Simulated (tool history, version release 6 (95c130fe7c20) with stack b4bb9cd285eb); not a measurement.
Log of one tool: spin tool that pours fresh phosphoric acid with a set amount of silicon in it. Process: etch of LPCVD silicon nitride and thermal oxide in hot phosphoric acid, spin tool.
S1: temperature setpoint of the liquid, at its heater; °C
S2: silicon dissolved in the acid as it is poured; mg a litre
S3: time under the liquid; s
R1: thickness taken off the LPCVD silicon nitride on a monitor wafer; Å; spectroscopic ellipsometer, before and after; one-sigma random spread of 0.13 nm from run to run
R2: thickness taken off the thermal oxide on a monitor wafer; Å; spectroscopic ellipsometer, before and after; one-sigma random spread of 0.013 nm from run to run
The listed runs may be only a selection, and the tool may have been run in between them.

run  hour     S1    S2   S3       R1      R2
  1   0.0  161.0  28.0  180  172.670  2.4327
  2   4.7  161.0  28.0  105  100.900  1.2891
  3   8.0  160.0  28.0  105   98.136  1.4850
  4  17.0  160.0  28.0  165  153.540  1.7600
  5  23.6  160.0  28.0  215  199.520  2.5066
  6  29.2  160.0  28.0  170  156.340  2.3713

Run 7 comes next. What will it give?
  7  35.2  161.0  33.5  180   ?   ?

{"run 7": {"R1": 172.96, "R2": 1.8072}}

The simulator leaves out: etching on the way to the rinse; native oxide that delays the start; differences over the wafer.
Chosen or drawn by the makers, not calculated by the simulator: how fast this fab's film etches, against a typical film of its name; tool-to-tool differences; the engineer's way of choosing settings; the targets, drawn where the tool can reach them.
